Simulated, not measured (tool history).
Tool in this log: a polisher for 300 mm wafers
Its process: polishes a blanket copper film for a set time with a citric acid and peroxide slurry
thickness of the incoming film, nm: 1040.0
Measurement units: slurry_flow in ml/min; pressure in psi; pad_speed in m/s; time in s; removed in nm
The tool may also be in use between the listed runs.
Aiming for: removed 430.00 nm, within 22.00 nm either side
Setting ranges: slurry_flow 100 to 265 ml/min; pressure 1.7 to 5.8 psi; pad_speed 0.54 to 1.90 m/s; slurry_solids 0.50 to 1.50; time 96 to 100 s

{"run": 1, "hour": 0.0, "slurry_flow": 170, "pressure": 3.7, "pad_speed": 1.22, "slurry_solids": 1.0, "time": 96, "removed": 291.28}
{"run": 2, "hour": 7.4, "slurry_flow": 170, "pressure": 3.7, "pad_speed": 1.22, "slurry_solids": 1.0, "time": 100, "removed": 305.22}
{"run": 3, "hour": 9.4, "slurry_flow": 170, "pressure": 3.9, "pad_speed": 1.22, "slurry_solids": 1.0, "time": 100, "removed": 323.54}
{"run": 4, "hour": 13.8, "slurry_flow": 170, "pressure": 4.0, "pad_speed": 1.22, "slurry_solids": 1.0, "time": 100, "removed": 327.99}
{"run": 5, "hour": 14.6, "slurry_flow": 170, "pressure": 4.1, "pad_speed": 1.22, "slurry_solids": 1.0, "time": 100, "removed": 336.63}
{"run": 6, "hour": 19.2, "slurry_flow": 170, "pressure": 4.5, "pad_speed": 1.22, "slurry_solids": 1.0, "time": 100, "removed": 361.26}
{"run": 7, "hour": 27.7, "slurry_flow": 170, "pressure": 4.6, "pad_speed": 1.22, "slurry_solids": 1.0, "time": 100, "removed": 365.16}
{"run": 8, "hour": 33.3, "slurry_flow": 170, "pressure": 4.7, "pad_speed": 1.22, "slurry_solids": 1.0, "time": 100, "removed": 380.36}

Pick the move, out of 5, that brings all results within their allowed miss; only one does.
{"run": "A", "hour": 38.9, "slurry_flow": 175, "pressure": 4.1, "pad_speed": 1.36, "slurry_solids": 1.0, "time": 100, "removed": "?"}
{"run": "B", "hour": 38.9, "slurry_flow": 185, "pressure": 4.7, "pad_speed": 1.22, "slurry_solids": 1.0, "time": 96, "removed": "?"}
{"run": "C", "hour": 38.9, "slurry_flow": 180, "pressure": 4.5, "pad_speed": 1.28, "slurry_solids": 0.95, "time": 100, "removed": "?"}
{"run": "D", "hour": 38.9, "slurry_flow": 180, "pressure": 5.3, "pad_speed": 1.2, "slurry_solids": 0.95, "time": 100, "removed": "?"}
{"run": "E", "hour": 38.9, "slurry_flow": 180, "pressure": 4.7, "pad_speed": 1.26, "slurry_solids": 0.9, "time": 96, "removed": "?"}

move=A removed=360.82
move=B removed=363.50
move=C removed=373.83
move=D removed=414.97
move=E removed=366.59
A: misses by more than the last run did
B: misses by more than the last run did
C: misses by more than the last run did
D: all results land within tolerance of their targets
E: misses by more than the last run did
D is the move that brings every result within its allowed miss.
